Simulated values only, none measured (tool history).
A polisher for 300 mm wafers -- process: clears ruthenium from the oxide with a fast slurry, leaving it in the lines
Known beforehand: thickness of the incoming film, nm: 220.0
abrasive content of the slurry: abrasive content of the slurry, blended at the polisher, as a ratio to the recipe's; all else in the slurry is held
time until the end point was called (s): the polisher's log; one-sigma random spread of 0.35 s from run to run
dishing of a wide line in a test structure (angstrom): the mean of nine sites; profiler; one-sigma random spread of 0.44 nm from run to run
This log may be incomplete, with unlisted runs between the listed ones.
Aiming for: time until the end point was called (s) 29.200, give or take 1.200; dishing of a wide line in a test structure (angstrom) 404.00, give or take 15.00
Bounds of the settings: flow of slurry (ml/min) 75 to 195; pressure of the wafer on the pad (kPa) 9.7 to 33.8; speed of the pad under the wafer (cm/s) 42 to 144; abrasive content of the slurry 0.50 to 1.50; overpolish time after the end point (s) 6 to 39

| run | hour | flow of slurry (ml/min) | pressure of the wafer on the pad (kPa) | speed of the pad under the wafer (cm/s) | abrasive content of the slurry | overpolish time after the end point (s) | time until the end point was called (s) | dishing of a wide line in a test structure (angstrom) |
|---|---|---|---|---|---|---|---|---|
| 1 | 0.0 | 125 | 21.4 | 92 | 1.00 | 20 | 56.636 | 370.20 |
| 2 | 8.5 | 130 | 23.4 | 92 | 1.00 | 19 | 52.487 | 374.87 |
| 3 | 12.0 | 130 | 26.2 | 92 | 1.00 | 19 | 47.168 | 385.70 |
| 4 | 13.4 | 130 | 27.6 | 94 | 1.00 | 18 | 43.431 | 390.87 |
| 5 | 19.2 | 130 | 28.3 | 96 | 1.00 | 17 | 41.687 | 388.65 |
| 6 | 20.3 | 135 | 29.0 | 98 | 1.00 | 16 | 40.251 | 390.21 |
| 7 | 26.8 | 135 | 29.6 | 100 | 1.00 | 15 | 37.824 | 391.94 |
| 8 | 33.2 | 135 | 30.3 | 102 | 1.00 | 14 | 37.895 | 374.51 |

Of the 5 settings listed for the next run, only one would bring every result within its allowed miss of target. Which one?
| A | 39.6 | 165 | 33.8 | 122 | 0.90 | 13 | ? | ? |
| B | 39.6 | 115 | 28.3 | 82 | 0.85 | 22 | ? | ? |
| C | 39.6 | 110 | 33.8 | 128 | 1.00 | 16 | ? | ? |
| D | 39.6 | 115 | 32.4 | 106 | 1.20 | 15 | ? | ? |
| E | 39.6 | 130 | 29.6 | 110 | 1.30 | 18 | ? | ? |

| move | time until the end point was called (s) | dishing of a wide line in a test structure (angstrom) |
|---|---|---|
| A | 29.522 | 399.32 |
| B | 51.136 | 396.28 |
| C | 29.726 | 422.63 |
| D | 33.002 | 403.35 |
| E | 33.160 | 423.49 |
A: every result within its allowed miss
B: its largest miss is bigger than the last run's
C: meets the target for the result that was furthest off, but another lies outside its allowed miss
D: gains on the last run, yet a result remains outside its allowed miss
E: gains on the last run, yet a result remains outside its allowed miss
A is the move that brings every result within its allowed miss.
